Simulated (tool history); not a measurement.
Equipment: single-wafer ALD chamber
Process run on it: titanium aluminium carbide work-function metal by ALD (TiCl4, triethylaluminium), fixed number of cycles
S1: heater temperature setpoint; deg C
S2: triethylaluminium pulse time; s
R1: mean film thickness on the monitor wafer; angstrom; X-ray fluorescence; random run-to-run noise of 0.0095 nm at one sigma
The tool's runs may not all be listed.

| run | hour | S1 | S2 | R1 |
|---|---|---|---|---|
| 1 | 0 | 290 | 15.89 | 19.61 |
| 2 | 6.1 | 292 | 16.04 | 19.862 |
| 3 | 9.9 | 292 | 14.35 | 19.724 |
| 4 | 14 | 292 | 15.98 | 19.75 |
| 5 | 22.6 | 292 | 12.58 | 19.561 |
| 6 | 27.7 | 294 | 12.86 | 19.895 |

What will run 7 give?
| 7 | 36 | 296 | 12.97 | ? |

R1: 19.916 angstrom

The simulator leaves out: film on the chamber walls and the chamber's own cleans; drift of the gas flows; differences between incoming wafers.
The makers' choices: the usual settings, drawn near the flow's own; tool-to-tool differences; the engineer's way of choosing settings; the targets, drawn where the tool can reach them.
